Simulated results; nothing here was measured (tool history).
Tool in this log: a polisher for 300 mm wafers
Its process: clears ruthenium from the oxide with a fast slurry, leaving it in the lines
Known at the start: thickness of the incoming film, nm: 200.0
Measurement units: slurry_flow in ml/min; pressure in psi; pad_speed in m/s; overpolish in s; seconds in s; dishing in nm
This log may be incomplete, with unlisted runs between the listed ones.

run	day	slurry_flow	pressure	pad_speed	slurry_solids	overpolish	seconds	dishing
1	0	200	3.2	0.84	1	24	57.196	67.894
2	0.046	205	3.1	0.84	1	21	58.809	61.335
3	0.075	205	3.1	0.84	0.9	21	61.469	56.806
4	0.258	205	3.1	0.84	0.75	21	68.206	50.711
5	0.279	205	3.5	0.84	0.75	21	61.404	56.263
6	0.408	205	3.5	0.84	0.65	21	67.04	53.038
7	0.604	215	3.4	0.86	0.65	18	65.49	45.767

Run 8, settings as shown, results not yet in. Your forecast:
8	0.796	220	3.3	0.86	0.65	16	?	?

seconds: 67.657 s
dishing: 40.96 nm
